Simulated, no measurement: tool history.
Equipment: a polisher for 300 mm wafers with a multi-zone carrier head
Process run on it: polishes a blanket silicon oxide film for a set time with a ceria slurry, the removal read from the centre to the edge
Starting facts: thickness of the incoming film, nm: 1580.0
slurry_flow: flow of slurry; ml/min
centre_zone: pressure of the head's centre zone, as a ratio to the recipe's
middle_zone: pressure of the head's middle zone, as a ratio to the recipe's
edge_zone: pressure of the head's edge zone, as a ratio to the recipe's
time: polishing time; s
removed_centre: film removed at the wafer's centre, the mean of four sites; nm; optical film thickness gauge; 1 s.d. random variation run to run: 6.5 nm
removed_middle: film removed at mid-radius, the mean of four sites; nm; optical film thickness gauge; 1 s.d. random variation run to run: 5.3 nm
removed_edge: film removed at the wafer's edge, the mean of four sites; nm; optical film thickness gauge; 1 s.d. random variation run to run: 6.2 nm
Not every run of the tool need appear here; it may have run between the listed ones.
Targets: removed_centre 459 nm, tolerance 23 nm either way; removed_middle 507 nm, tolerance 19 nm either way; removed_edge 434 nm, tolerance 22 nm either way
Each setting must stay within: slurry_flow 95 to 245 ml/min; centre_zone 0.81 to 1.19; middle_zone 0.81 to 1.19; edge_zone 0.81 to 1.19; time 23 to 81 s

Run 1, hour 0: slurry_flow 155 ml/min, centre_zone 1, middle_zone 1, edge_zone 1, time 52 s. Result: removed_centre 349.45 nm, removed_middle 352.49 nm, removed_edge 358.94 nm.
Run 2, hour 4.2: slurry_flow 155 ml/min, centre_zone 1, middle_zone 1.04, edge_zone 1, time 52 s. Result: removed_centre 348.91 nm, removed_middle 363.48 nm, removed_edge 351.69 nm.
Run 3, hour 9.8: slurry_flow 155 ml/min, centre_zone 1, middle_zone 1, edge_zone 1, time 52 s. Result: removed_centre 353.77 nm, removed_middle 353.73 nm, removed_edge 342.33 nm.
Run 4, hour 12.9: slurry_flow 160 ml/min, centre_zone 1.01, middle_zone 1.02, edge_zone 0.99, time 53 s. Result: removed_centre 363.71 nm, removed_middle 371.04 nm, removed_edge 354.87 nm.
Run 5, hour 14.3: slurry_flow 130 ml/min, centre_zone 1.01, middle_zone 1.02, edge_zone 0.99, time 53 s. Result: removed_centre 350.28 nm, removed_middle 350.28 nm, removed_edge 346.17 nm.
Run 6, hour 14.9: slurry_flow 135 ml/min, centre_zone 1.02, middle_zone 1.04, edge_zone 1, time 54 s. Result: removed_centre 360.51 nm, removed_middle 373.24 nm, removed_edge 354.45 nm.
Run 7, hour 23: slurry_flow 140 ml/min, centre_zone 1.03, middle_zone 1.05, edge_zone 1.01, time 55 s. Result: removed_centre 367.93 nm, removed_middle 386.66 nm, removed_edge 369.73 nm.
Run 8, hour 27.5: slurry_flow 145 ml/min, centre_zone 1.04, middle_zone 1.06, edge_zone 1.01, time 55 s. Result: removed_centre 385.43 nm, removed_middle 388.06 nm, removed_edge 361.95 nm.
Run 9, hour 28.3: slurry_flow 150 ml/min, centre_zone 1.04, middle_zone 1.07, edge_zone 1.02, time 56 s. Result: removed_centre 394.06 nm, removed_middle 397.3 nm, removed_edge 387.23 nm.
Run 10, hour 29.7: slurry_flow 155 ml/min, centre_zone 1.04, middle_zone 1.08, edge_zone 1.01, time 56 s. Result: removed_centre 389.29 nm, removed_middle 413.49 nm, removed_edge 384.76 nm.
Run 11, hour 35.1: slurry_flow 160 ml/min, centre_zone 1.05, middle_zone 1.09, edge_zone 1.01, time 56 s. Result: removed_centre 403.14 nm, removed_middle 414.12 nm, removed_edge 375.44 nm.
Run 12, hour 39.1: slurry_flow 165 ml/min, centre_zone 1.05, middle_zone 1.1, edge_zone 1.02, time 56 s. Result: removed_centre 393.76 nm, removed_middle 421.19 nm, removed_edge 380.44 nm.
Run 13, hour 44.4: slurry_flow 170 ml/min, centre_zone 1.06, middle_zone 1.11, edge_zone 1.02, time 56 s. Result: removed_centre 422.88 nm, removed_middle 427.27 nm, removed_edge 395.63 nm.
Run 14, hour 46.8: slurry_flow 205 ml/min, centre_zone 0.99, middle_zone 1.19, edge_zone 0.97, time 60 s. Result: removed_centre 429.17 nm, removed_middle 495.92 nm, removed_edge 412.02 nm.

Of the 5 settings listed for the next run, only one would bring every result within its allowed miss of target. Which one?
Run A, hour 49.2: slurry_flow 170 ml/min, centre_zone 0.96, middle_zone 1.19, edge_zone 0.96, time 60 s. Result: removed_centre ?, removed_middle ?, removed_edge ?.
Run B, hour 49.2: slurry_flow 245 ml/min, centre_zone 1.19, middle_zone 1.09, edge_zone 0.81, time 60 s. Result: removed_centre ?, removed_middle ?, removed_edge ?.
Run C, hour 49.2: slurry_flow 245 ml/min, centre_zone 1.02, middle_zone 1.15, edge_zone 1, time 61 s. Result: removed_centre ?, removed_middle ?, removed_edge ?.
Run D, hour 49.2: slurry_flow 160 ml/min, centre_zone 0.91, middle_zone 1.14, edge_zone 0.95, time 66 s. Result: removed_centre ?, removed_middle ?, removed_edge ?.
Run E, hour 49.2: slurry_flow 175 ml/min, centre_zone 1.01, middle_zone 1.16, edge_zone 0.96, time 57 s. Result: removed_centre ?, removed_middle ?, removed_edge ?.

move  removed_centre  removed_middle  removed_edge
   A          399.14          482.52        404.98
   B          526.37          472.03        390.93
   C           458.4          502.81        437.46
   D          410.53          505.79        439.91
   E          401.34           450.6        386.35
A: its largest miss is bigger than the last run's
B: moves the result that the last run missed by most past its target, out the other side
C: meets every target
D: its largest miss is bigger than the last run's
E: its largest miss is bigger than the last run's
Go with C: it meets all targets.

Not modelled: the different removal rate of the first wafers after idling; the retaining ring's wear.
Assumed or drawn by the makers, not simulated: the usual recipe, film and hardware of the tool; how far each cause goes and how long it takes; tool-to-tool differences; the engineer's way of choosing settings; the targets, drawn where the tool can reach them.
